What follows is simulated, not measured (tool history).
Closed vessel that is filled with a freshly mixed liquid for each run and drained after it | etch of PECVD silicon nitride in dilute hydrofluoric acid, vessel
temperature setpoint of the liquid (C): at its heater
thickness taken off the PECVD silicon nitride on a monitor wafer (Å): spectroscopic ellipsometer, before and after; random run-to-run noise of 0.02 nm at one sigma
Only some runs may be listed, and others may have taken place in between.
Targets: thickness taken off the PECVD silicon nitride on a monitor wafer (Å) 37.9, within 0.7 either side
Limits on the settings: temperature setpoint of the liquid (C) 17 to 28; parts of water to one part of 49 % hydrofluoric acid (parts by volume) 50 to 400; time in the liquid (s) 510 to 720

run	hour	temperature setpoint of the liquid (C)	parts of water to one part of 49 % hydrofluoric acid (parts by volume)	time in the liquid (s)	thickness taken off the PECVD silicon nitride on a monitor wafer (Å)
1	0	20	225	720	42.97
2	4.3	19.5	225	720	41.585
3	11.2	19.5	225	720	41.574
4	12.5	19.5	175	720	52.567
5	21.1	19	185	720	48.307
6	24.3	22.5	185	720	61.305
7	32.4	21	190	720	53.712
8	35.5	20	195	720	49.122
9	41.2	19.5	200	720	46.397
# hour 41.8: hydrofluoric acid flow meter replaced
10	41.8	19	200	720	46.726
11	43.1	18.5	205	720	44.376

Exactly one of the 4 candidate moves below puts every result within its allowed miss. Which one?
A	44.4	17	145	720	?
B	44.4	18.5	180	720	?
C	44.4	19	185	720	?
D	44.4	18.5	170	510	?

move	thickness taken off the PECVD silicon nitride on a monitor wafer (Å)
A	55.791
B	50.136
C	50.483
D	37.53
A: the biggest miss grows against the last run
B: the biggest miss grows against the last run
C: the biggest miss grows against the last run
D: hits every target within its allowed miss
So the answer is move D, the one that meets all the targets.
